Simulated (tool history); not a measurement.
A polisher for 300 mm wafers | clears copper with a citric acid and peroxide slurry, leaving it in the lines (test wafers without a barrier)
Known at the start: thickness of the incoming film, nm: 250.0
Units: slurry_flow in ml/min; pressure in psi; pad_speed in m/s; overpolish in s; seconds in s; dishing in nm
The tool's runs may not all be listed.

| run | hour | slurry_flow | pressure | pad_speed | slurry_solids | overpolish | seconds | dishing |
|---|---|---|---|---|---|---|---|---|
| 1 | 0.0 | 155 | 2.5 | 0.92 | 1.0 | 27 | 144.37 | 35.842 |
| 2 | 7.5 | 155 | 2.3 | 0.96 | 1.0 | 24 | 148.39 | 29.980 |
| 3 | 13.2 | 155 | 2.3 | 1.08 | 1.0 | 24 | 126.98 | 33.769 |
| 4 | 15.9 | 145 | 2.1 | 1.12 | 0.9 | 21 | 146.19 | 27.761 |
| 5 | 17.3 | 145 | 2.1 | 1.12 | 0.9 | 31 | 147.50 | 39.808 |
| 6 | 18.3 | 160 | 1.9 | 1.08 | 1.0 | 27 | 153.36 | 31.944 |

Run 7 comes next. What will it give?
| 7 | 26.5 | 175 | 1.8 | 1.04 | 1.1 | 24 | ? | ? |

Run 7 gave seconds 161.54 s, dishing 27.564 nm.

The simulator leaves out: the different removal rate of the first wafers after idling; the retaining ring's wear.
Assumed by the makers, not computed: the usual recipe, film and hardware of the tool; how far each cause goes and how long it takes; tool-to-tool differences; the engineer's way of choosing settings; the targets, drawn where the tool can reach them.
